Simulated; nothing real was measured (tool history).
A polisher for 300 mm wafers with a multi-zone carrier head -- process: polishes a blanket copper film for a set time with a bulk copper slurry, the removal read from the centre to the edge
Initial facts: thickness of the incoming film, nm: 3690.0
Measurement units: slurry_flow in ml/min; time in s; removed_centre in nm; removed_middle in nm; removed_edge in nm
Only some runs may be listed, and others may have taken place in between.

run,day,slurry_flow,centre_zone,middle_zone,edge_zone,slurry_solids,time,removed_centre,removed_middle,removed_edge
1,0.000,270,1.00,1.00,1.00,1.00,37,395.24,401.75,412.92
2,0.258,270,1.00,0.99,0.97,0.90,36,376.37,376.97,376.45
3,0.604,265,0.98,0.96,0.95,0.85,36,363.23,362.05,379.39
4,0.921,265,0.98,0.96,0.93,0.80,35,346.69,342.39,356.03
5,0.962,265,0.98,0.96,0.89,0.80,35,354.42,345.59,342.46
6,1.167,265,0.98,0.96,0.89,0.60,35,318.19,317.57,319.62
7,1.500,260,0.98,0.96,0.88,0.60,35,313.93,315.87,318.63

Run 8 is up next; what results do you expect?
8,1.546,260,0.98,0.96,0.87,0.60,35,?,?,?

{"run 8": {"removed_centre": 321.73, "removed_middle": 317.24, "removed_edge": 311.07}}

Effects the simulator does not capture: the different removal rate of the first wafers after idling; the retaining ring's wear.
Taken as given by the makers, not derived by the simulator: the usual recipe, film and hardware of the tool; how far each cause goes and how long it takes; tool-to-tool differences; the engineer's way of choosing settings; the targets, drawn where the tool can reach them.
